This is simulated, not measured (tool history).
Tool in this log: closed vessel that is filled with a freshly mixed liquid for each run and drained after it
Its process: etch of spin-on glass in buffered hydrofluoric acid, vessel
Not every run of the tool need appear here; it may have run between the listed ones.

| run | hour | temperature setpoint of the liquid (°C) | parts of 40 % ammonium fluoride to one part of 49 % hydrofluoric acid (parts by volume) | time in the liquid (s) | thickness taken off the spin-on glass on a monitor wafer (angstrom) |
|---|---|---|---|---|---|
| 1 | 0 | 24 | 11.5 | 85 | 2865.4 |
| 2 | 4.5 | 24 | 11.5 | 95 | 3240.6 |
| 3 | 9.3 | 26.5 | 11.5 | 95 | 3687.2 |
| 4 | 13 | 26.5 | 10 | 95 | 4213.9 |
| 5 | 16.4 | 26.5 | 8 | 95 | 5152.5 |
| 6 | 23.7 | 26.5 | 9.5 | 95 | 4365.3 |
| 7 | 27.5 | 25 | 9.5 | 95 | 3993.7 |
| 8 | 35.3 | 24.5 | 9.5 | 95 | 3960.8 |
| 9 | 43 | 24 | 9.5 | 95 | 3810.3 |
| 10 | 45.4 | 23.5 | 9.5 | 95 | 3702.7 |

Predict the results of run 11:
| 11 | 47.7 | 23 | 9.5 | 95 | ? |

Run 11 produced thickness taken off the spin-on glass on a monitor wafer (angstrom) 3643.

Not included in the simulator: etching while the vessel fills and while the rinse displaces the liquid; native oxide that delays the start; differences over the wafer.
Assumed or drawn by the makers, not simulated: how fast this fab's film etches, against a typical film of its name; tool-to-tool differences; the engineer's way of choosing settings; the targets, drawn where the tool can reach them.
